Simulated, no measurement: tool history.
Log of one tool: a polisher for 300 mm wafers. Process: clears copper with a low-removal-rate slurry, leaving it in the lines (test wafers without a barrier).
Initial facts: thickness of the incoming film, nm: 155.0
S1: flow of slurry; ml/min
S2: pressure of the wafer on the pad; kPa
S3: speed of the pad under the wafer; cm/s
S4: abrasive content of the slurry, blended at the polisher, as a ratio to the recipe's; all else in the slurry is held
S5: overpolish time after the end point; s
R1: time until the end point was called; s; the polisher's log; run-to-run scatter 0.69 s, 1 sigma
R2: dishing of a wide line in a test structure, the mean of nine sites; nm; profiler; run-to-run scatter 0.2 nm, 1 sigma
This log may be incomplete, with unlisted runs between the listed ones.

run 1 hour=0 | S1=175 S2=15.9 S3=92 S4=1 S5=12 | R1=88.716 R2=16.788
run 2 hour=1.1 | S1=145 S2=15.9 S3=92 S4=1 S5=12 | R1=91.725 R2=16.837
run 3 hour=5.1 | S1=145 S2=15.9 S3=82 S4=1 S5=12 | R1=100.28 R2=15.232
run 4 hour=13.5 | S1=155 S2=17.9 S3=82 S4=1 S5=11 | R1=88.272 R2=15.667
run 5 hour=17.1 | S1=155 S2=17.9 S3=60 S4=1 S5=11 | R1=115.43 R2=12.334
run 6 hour=25.6 | S1=155 S2=17.9 S3=60 S4=1.15 S5=11 | R1=110.22 R2=12.66
run 7 hour=34.4 | S1=160 S2=19.3 S3=64 S4=1.2 S5=10 | R1=97.543 R2=13.141
run 8 hour=43.2 | S1=165 S2=20.7 S3=68 S4=1.2 S5=9 | R1=86.469 R2=12.961
run 9 hour=49.8 | S1=170 S2=21.4 S3=72 S4=1.2 S5=9 | R1=81.703 R2=13.805
run 10 hour=58.6 | S1=170 S2=22.1 S3=76 S4=1.2 S5=8 | R1=75.704 R2=13.329
run 11 hour=65.2 | S1=170 S2=22.8 S3=80 S4=1.2 S5=8 | R1=72.008 R2=14.104

Forecast run 12:
run 12 hour=69.5 | S1=175 S2=23.4 S3=84 S4=1.2 S5=8 | R1=? R2=?

Logged for run 12: R1 65.831 s, R2 15.105 nm.

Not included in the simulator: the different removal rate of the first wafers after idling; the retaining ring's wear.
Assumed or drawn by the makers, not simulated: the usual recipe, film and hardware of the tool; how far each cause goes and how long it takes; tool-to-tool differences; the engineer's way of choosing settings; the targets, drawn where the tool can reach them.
